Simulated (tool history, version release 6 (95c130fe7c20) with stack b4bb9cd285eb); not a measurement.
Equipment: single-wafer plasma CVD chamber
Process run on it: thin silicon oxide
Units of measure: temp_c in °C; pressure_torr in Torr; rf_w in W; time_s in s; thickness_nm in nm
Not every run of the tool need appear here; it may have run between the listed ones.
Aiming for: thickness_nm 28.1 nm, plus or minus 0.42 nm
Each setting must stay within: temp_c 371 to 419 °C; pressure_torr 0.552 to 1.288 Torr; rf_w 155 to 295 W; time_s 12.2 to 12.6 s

run  hour  temp_c  pressure_torr  rf_w  time_s  thickness_nm
  1     0     395           0.92   225    12.2        23.578
  2   4.4     395          0.979   225    12.2        24.343
  3  11.8     395           1.04   225    12.2        25.132
  4  14.6     395          1.095   225    12.2        25.814
  5  17.6     395           1.14   225    12.2         26.33
  6  22.6     395           1.14   200    12.2        24.939
  7  23.3     395          1.184   205    12.2        25.743
  8  28.4     395          1.288   210    12.2        27.015
  9  34.9     395          1.288   215    12.2         27.26
 10  41.9     395          1.288   220    12.2        27.663

Exactly one of the 5 candidate moves below puts every result within its allowed miss. Which one?
  A  48.9     406          1.228   215    12.5             ?
  B  48.9     388          1.223   210    12.3             ?
  C  48.9     400          1.145   235    12.3             ?
  D  48.9     397          1.288   225    12.3             ?
  E  48.9     397          1.157   230    12.5             ?

move  thickness_nm
   A        27.125
   B        26.727
   C         26.94
   D        28.048
   E        27.319
A: its largest miss is bigger than the last run's
B: its largest miss is bigger than the last run's
C: its largest miss is bigger than the last run's
D: meets every target
E: its largest miss is bigger than the last run's
The right move is D.
